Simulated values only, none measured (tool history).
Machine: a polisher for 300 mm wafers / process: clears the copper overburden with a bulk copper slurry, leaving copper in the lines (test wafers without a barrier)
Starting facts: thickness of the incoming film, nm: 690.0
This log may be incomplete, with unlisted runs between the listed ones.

run,day,flow of slurry (ml/min),pressure of the wafer on the pad (kPa),speed of the pad under the wafer (cm/s),abrasive content of the slurry,overpolish time after the end point (s),time until the end point was called (s),dishing of a wide line in a test structure (angstrom)
1,0,145,17.9,104,1,17,87.077,817.55
2,0.146,145,16.5,106,1,15,92.311,726.7
3,0.354,145,16.5,106,1.2,15,87.882,731.81
4,0.667,145,16.5,128,1.2,15,74.722,820.04
5,0.908,150,15.2,124,1.25,14,83.311,730.79
6,1.088,140,14.5,124,1.3,13,88.081,670.01
7,1.233,140,14.5,124,1.3,13,89.43,666.76
8,1.371,140,13.8,124,1.35,12,94.631,588.57
9,1.546,140,13.1,126,1.35,11,94.939,541.53
10,1.858,140,12.4,126,1.35,10,99.435,500.92
11,1.933,140,8.3,122,1.35,5,153.35,183.88
12,2.175,135,11.7,116,1.35,8,112.89,358.98
# day 2.496: head pressure recalibrated
13,2.496,135,11.7,116,1.35,8,104.37,408.32

Run 14 has not been measured yet. What should we expect?
14,2.696,140,11.7,116,1.35,8,?,?

Logged for run 14: time until the end point was called (s) 103.15, dishing of a wide line in a test structure (angstrom) 385.24.
